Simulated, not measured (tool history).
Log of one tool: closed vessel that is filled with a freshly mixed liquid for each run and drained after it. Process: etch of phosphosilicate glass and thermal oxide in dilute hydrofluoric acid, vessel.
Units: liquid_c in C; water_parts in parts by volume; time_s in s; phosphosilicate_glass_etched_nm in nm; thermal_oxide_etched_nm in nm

run    day  liquid_c  water_parts  time_s  phosphosilicate_glass_etched_nm  thermal_oxide_etched_nm
  1  0.000      20.0          150      60                           25.778                   1.3147
  2  0.104      20.0          105      60                           39.618                   1.9460
  3  0.404      19.0          130      60                           30.178                   1.5017
  4  0.483      19.0           90      60                           44.660                   2.1950
  5  0.529      19.0          115      60                           33.795                   1.7408
  6  0.904      19.5          140      60                           27.703                   1.3719
  7  1.083      18.5          150      60                           24.683                   1.3031
  8  1.171      19.5          165      60                           22.568                   1.1722

The next listed run, before its measurement:
  9  1.379      19.5          175      60                                ?                        ?

Run 9 gave phosphosilicate_glass_etched_nm 21.192 nm, thermal_oxide_etched_nm 1.0592 nm.
